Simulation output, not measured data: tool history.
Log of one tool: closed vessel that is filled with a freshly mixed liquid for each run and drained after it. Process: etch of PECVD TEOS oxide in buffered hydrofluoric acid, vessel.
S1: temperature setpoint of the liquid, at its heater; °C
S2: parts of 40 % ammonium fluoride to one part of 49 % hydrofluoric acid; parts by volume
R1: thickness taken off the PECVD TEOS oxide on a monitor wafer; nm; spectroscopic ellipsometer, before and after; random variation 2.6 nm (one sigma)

Run 1, hour 0: S1 21 °C, S2 8.5 parts by volume, time in the liquid (s) 95. Result: R1 333.77 nm.
Run 2, hour 8.3: S1 21 °C, S2 8.5 parts by volume, time in the liquid (s) 95. Result: R1 334.69 nm.
Run 3, hour 11.1: S1 22.5 °C, S2 8.5 parts by volume, time in the liquid (s) 95. Result: R1 359.51 nm.
Run 4, hour 16.6: S1 22.5 °C, S2 10 parts by volume, time in the liquid (s) 95. Result: R1 317.68 nm.
Run 5, hour 24.9: S1 24 °C, S2 10 parts by volume, time in the liquid (s) 95. Result: R1 347.97 nm.
Run 6, hour 33.8: S1 24 °C, S2 10 parts by volume, time in the liquid (s) 100. Result: R1 364.7 nm.

Forecast run 7:
Run 7, hour 38.7: S1 25 °C, S2 10 parts by volume, time in the liquid (s) 100. Result: R1 ?.

R1: 383.37 nm

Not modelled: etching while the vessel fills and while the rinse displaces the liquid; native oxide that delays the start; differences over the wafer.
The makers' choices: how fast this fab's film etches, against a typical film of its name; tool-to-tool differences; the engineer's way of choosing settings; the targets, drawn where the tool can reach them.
